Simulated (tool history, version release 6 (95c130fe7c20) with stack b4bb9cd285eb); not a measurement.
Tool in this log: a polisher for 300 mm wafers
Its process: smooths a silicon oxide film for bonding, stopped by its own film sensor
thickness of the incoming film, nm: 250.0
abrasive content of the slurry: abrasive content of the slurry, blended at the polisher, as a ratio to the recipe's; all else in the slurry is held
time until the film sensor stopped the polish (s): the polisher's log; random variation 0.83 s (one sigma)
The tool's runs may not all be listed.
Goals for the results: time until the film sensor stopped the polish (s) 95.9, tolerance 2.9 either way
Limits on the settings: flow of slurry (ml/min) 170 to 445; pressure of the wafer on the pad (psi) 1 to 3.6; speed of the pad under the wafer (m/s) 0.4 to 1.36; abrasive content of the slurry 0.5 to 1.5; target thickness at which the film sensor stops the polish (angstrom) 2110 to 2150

run,hour,flow of slurry (ml/min),pressure of the wafer on the pad (psi),speed of the pad under the wafer (m/s),abrasive content of the slurry,target thickness at which the film sensor stops the polish (angstrom),time until the film sensor stopped the polish (s)
1,0,285,2.3,0.88,1,2110,45.432
2,8.1,285,2.3,0.98,1,2110,42.021
3,16.4,340,2.3,0.98,1,2110,41.185
4,24.4,340,2,0.92,1,2110,49.078
5,30.5,340,2.5,0.92,1,2110,40.747
6,35,340,2.2,0.84,1,2110,48.292
7,36.5,340,1.9,0.78,1,2110,58.28
8,41.4,340,1.7,0.74,1,2110,67.085

Below are 5 possible settings for the next run. Only one of them brings all results inside the allowed miss of their targets. Which is it?
A,46.3,315,1.4,0.7,0.9,2110,?
B,46.3,345,1.9,0.56,0.7,2110,?
C,46.3,315,1.6,0.56,0.9,2120,?
D,46.3,390,1.9,0.98,1.25,2150,?
E,46.3,365,1.7,0.46,1.15,2110,?

move,time until the film sensor stopped the polish (s)
A,87.202
B,94.859
C,91.067
D,38.448
E,90.041
A: gains on the last run, yet a result remains outside its allowed miss
B: all results in spec
C: gains on the last run, yet a result remains outside its allowed miss
D: further off than the last run
E: gains on the last run, yet a result remains outside its allowed miss
The move that meets every target is B.

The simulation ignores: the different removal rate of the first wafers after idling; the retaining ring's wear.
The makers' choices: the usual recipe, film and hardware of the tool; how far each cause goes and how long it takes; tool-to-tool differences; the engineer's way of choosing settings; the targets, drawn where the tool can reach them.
